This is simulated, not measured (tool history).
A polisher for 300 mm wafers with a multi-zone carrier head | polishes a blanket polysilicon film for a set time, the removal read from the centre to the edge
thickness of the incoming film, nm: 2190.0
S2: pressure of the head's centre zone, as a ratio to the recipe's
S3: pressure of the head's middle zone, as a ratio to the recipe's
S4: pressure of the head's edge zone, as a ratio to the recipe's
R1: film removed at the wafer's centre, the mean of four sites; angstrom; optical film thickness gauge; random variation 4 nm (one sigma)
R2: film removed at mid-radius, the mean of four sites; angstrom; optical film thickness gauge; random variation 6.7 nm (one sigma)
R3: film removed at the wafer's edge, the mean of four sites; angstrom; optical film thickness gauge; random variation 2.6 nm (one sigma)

Run 1, hour 0.0: flow of slurry (ml/min) 260, S2 1.00, S3 1.00, S4 1.00, polishing time (s) 64. Result: R1 5611.3 angstrom, R2 5316.7 angstrom, R3 5271.4 angstrom.
Run 2, hour 6.7: flow of slurry (ml/min) 260, S2 1.00, S3 1.00, S4 1.00, polishing time (s) 77. Result: R1 6693.0 angstrom, R2 6572.6 angstrom, R3 6318.5 angstrom.
Run 3, hour 13.0: flow of slurry (ml/min) 260, S2 1.00, S3 1.08, S4 1.00, polishing time (s) 77. Result: R1 6878.6 angstrom, R2 7036.1 angstrom, R3 6325.9 angstrom.
Run 4, hour 14.7: flow of slurry (ml/min) 250, S2 0.96, S3 1.07, S4 0.97, polishing time (s) 72. Result: R1 6090.3 angstrom, R2 6501.8 angstrom, R3 5873.8 angstrom.
At hour 15.4: worn pad replaced by a new one.
Run 5, hour 15.4: flow of slurry (ml/min) 245, S2 0.93, S3 1.07, S4 0.95, polishing time (s) 67. Result: R1 5774.0 angstrom, R2 6409.6 angstrom, R3 5645.8 angstrom.
Run 6, hour 21.1: flow of slurry (ml/min) 245, S2 0.93, S3 1.07, S4 0.95, polishing time (s) 60. Result: R1 5110.8 angstrom, R2 5798.3 angstrom, R3 5067.0 angstrom.
Run 7, hour 24.0: flow of slurry (ml/min) 245, S2 0.92, S3 1.06, S4 0.95, polishing time (s) 57. Result: R1 4935.4 angstrom, R2 5492.3 angstrom, R3 4823.0 angstrom.

Forecast run 8:
Run 8, hour 30.0: flow of slurry (ml/min) 240, S2 0.90, S3 1.05, S4 0.95, polishing time (s) 54. Result: R1 ?, R2 ?, R3 ?.

R1: 4602.1 angstrom
R2: 5045.8 angstrom
R3: 4564.1 angstrom
